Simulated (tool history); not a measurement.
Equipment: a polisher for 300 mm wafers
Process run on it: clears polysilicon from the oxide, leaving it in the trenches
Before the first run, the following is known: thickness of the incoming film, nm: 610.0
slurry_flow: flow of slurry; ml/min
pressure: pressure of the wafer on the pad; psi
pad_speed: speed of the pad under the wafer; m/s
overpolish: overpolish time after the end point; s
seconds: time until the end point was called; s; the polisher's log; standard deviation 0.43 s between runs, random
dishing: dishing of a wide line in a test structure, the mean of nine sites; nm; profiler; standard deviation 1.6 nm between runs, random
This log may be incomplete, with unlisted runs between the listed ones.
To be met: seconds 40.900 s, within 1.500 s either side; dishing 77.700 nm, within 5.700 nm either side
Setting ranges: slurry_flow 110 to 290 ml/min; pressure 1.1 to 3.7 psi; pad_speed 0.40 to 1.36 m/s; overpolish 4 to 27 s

run  hour  slurry_flow  pressure  pad_speed  overpolish  seconds  dishing
  1   0.0          185       2.4       0.88          14   74.809   67.199
  2   2.8          190       2.8       0.90          13   63.075   68.578
  3   6.0          190       2.8       0.90          18   62.097   75.074
  4   6.6          190       2.8       1.02          18   56.405   80.851
  5  13.5          195       3.0       1.02          16   52.750   74.656
  6  16.6          195       3.0       1.02          14   52.868   71.935
  7  17.5          210       3.6       1.04          12   43.894   74.091
  8  25.9          210       3.6       1.06          12   43.783   71.034
  9  31.0          210       3.6       1.06          13   43.251   78.282

5 next moves are on the table. One of them brings every result within its allowed miss. Which?
  A  36.1          265       3.3       1.06          11        ?        ?
  B  36.1          240       3.7       1.08          13        ?        ?
  C  36.1          145       3.3       1.16          18        ?        ?
  D  36.1          210       3.6       1.04          14        ?        ?
  E  36.1          245       3.7       0.98          15        ?        ?

move  seconds  dishing
   A   46.188   72.366
   B   41.221   78.541
   C   45.686   81.996
   D   44.036   78.689
   E   44.206   79.822
A: its largest miss is bigger than the last run's
B: every result within its allowed miss
C: its largest miss is bigger than the last run's
D: its largest miss is bigger than the last run's
E: its largest miss is bigger than the last run's
Answer: B
